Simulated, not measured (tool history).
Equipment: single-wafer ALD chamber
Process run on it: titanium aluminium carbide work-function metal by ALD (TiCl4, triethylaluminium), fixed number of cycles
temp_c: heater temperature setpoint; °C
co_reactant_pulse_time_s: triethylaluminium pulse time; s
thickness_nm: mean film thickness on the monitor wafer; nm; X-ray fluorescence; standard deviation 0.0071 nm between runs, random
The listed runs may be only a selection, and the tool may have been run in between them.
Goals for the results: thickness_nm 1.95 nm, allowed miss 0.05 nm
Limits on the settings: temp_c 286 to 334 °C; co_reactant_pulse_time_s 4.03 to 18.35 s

{"run": 1, "hour": 0.0, "temp_c": 310, "co_reactant_pulse_time_s": 11.19, "thickness_nm": 2.2429}
{"run": 2, "hour": 7.1, "temp_c": 305, "co_reactant_pulse_time_s": 10.17, "thickness_nm": 2.1715}
{"run": 3, "hour": 11.2, "temp_c": 315, "co_reactant_pulse_time_s": 10.17, "thickness_nm": 2.2554}
{"run": 4, "hour": 18.2, "temp_c": 315, "co_reactant_pulse_time_s": 12.11, "thickness_nm": 2.2934}
{"run": 5, "hour": 27.0, "temp_c": 315, "co_reactant_pulse_time_s": 14.19, "thickness_nm": 2.3002}
{"run": 6, "hour": 30.3, "temp_c": 309, "co_reactant_pulse_time_s": 11.95, "thickness_nm": 2.2438}
{"run": 7, "hour": 31.5, "temp_c": 297, "co_reactant_pulse_time_s": 8.37, "thickness_nm": 2.0346}
{"run": 8, "hour": 40.1, "temp_c": 296, "co_reactant_pulse_time_s": 8.15, "thickness_nm": 2.0369}

Exactly one of the 5 candidate moves below puts every result within its allowed miss. Which one?
{"run": "A", "hour": 48.7, "temp_c": 295, "co_reactant_pulse_time_s": 9.98, "thickness_nm": "?"}
{"run": "B", "hour": 48.7, "temp_c": 303, "co_reactant_pulse_time_s": 8.53, "thickness_nm": "?"}
{"run": "C", "hour": 48.7, "temp_c": 286, "co_reactant_pulse_time_s": 8.81, "thickness_nm": "?"}
{"run": "D", "hour": 48.7, "temp_c": 286, "co_reactant_pulse_time_s": 5.99, "thickness_nm": "?"}
{"run": "E", "hour": 48.7, "temp_c": 302, "co_reactant_pulse_time_s": 8.21, "thickness_nm": "?"}

move=A thickness_nm=2.0693
move=B thickness_nm=2.1043
move=C thickness_nm=1.9577
move=D thickness_nm=1.8261
move=E thickness_nm=2.0836
A: further off than the last run
B: further off than the last run
C: all results in spec
D: takes the biggest miss from the last run beyond its target
E: further off than the last run
Answer: C
